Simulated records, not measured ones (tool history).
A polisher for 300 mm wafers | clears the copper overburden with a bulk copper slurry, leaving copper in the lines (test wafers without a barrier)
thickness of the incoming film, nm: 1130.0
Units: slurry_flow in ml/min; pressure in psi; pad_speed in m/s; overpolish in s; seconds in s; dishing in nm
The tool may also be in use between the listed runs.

run,hour,slurry_flow,pressure,pad_speed,slurry_solids,overpolish,seconds,dishing
1,0,160,3.3,1.26,1,27,103.48,136.86
2,5.5,160,3.5,1.26,1,26,97.42,142.95
3,7.4,185,3.5,1.26,1,26,96.033,141.66
4,13.4,185,3.5,1.14,1,26,105.89,136.72
5,19.7,150,3.5,1.14,1,26,107.79,133.95
6,26.5,150,3.5,1.14,1.1,26,109.85,135.64

Run 7 comes next. What will it give?
7,29.2,170,4.5,1.2,1.05,20,?,?

seconds: 80.193 s
dishing: 141.38 nm
